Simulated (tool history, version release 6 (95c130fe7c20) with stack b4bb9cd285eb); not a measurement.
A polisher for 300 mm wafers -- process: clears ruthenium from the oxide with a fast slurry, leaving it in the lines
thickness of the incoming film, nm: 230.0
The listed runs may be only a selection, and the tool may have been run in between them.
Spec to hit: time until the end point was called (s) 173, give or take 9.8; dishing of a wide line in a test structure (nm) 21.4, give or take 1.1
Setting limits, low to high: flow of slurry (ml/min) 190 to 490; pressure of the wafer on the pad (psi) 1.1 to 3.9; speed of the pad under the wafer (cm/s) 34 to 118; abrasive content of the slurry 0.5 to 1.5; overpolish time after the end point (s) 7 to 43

run  hour  flow of slurry (ml/min)  pressure of the wafer on the pad (psi)  speed of the pad under the wafer (cm/s)  abrasive content of the slurry  overpolish time after the end point (s)  time until the end point was called (s)  dishing of a wide line in a test structure (nm)
  1     0                      315                                     2.5                                       76                               1                                       22                                   88.922                                           52.425
  2   0.8                      315                                     2.2                                       72                               1                                       20                                   105.33                                           42.224
  3   1.7                      315                                       2                                       68                               1                                       18                                   121.85                                           34.073
  4   7.7                      315                                     1.8                                       66                               1                                       17                                   132.36                                           29.006
  5  14.2                      315                                     1.6                                       66                               1                                       17                                   147.26                                           25.505
  6  17.1                      315                                     1.6                                       82                               1                                       17                                   129.06                                           30.213
  7  25.8                      315                                     1.5                                       80                               1                                       17                                   139.87                                            27.98
  8  33.5                      315                                     1.4                                       80                               1                                       17                                   148.98                                           25.767
  9  41.4                      315                                     1.3                                       80                               1                                       17                                    159.8                                           24.083
 10  44.8                      315                                     1.1                                       80                               1                                       16                                   190.06                                           19.737

Pick the move, out of 4, that brings all results within their allowed miss; only one does.
  A  48.2                      375                                     1.3                                       74                            0.95                                       16                                        ?                                                ?
  B  48.2                      305                                     1.1                                       82                            0.95                                       18                                        ?                                                ?
  C  48.2                      330                                     1.1                                       90                            0.95                                       19                                        ?                                                ?
  D  48.2                      305                                     1.2                                       88                            0.95                                       17                                        ?                                                ?

move  time until the end point was called (s)  dishing of a wide line in a test structure (nm)
   A                                   171.15                                           22.115
   B                                   188.96                                           22.517
   C                                   175.03                                           25.514
   D                                   165.23                                           24.242
A: all results land within tolerance of their targets
B: better than the last run, though not everything is in spec
C: puts the biggest miss on target and leaves a different result outside tolerance
D: puts the biggest miss on target and leaves a different result outside tolerance
Move A is the one to make.
